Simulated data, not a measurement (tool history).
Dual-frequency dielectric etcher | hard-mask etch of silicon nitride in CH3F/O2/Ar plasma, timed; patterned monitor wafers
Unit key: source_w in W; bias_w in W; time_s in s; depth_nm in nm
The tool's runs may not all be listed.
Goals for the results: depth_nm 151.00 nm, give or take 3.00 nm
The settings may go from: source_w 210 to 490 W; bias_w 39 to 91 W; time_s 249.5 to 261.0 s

run,hour,source_w,bias_w,time_s,depth_nm
1,0.0,350,65,249.5,163.46
2,5.5,350,75,249.5,169.61
3,7.1,320,74,249.5,162.39
4,13.1,320,74,249.5,162.39
5,17.0,310,73,249.5,159.36
6,22.0,310,73,261.0,167.91
7,30.4,290,72,261.0,164.07
8,33.5,270,71,261.0,159.30
9,40.2,220,69,261.0,146.69

Pick the move, out of 4, that brings all results within their allowed miss; only one does.
A,46.9,210,76,253.5,?
B,46.9,240,67,255.5,?
C,46.9,250,71,253.5,?
D,46.9,250,66,252.0,?

move,depth_nm
A,143.22
B,147.15
C,150.01
D,146.80
A: further off than the last run
B: closes in on the targets versus the last run, not all within tolerance yet
C: all results land within tolerance of their targets
D: neither nearer nor further off than the last run
Correct choice: C, which meets every target
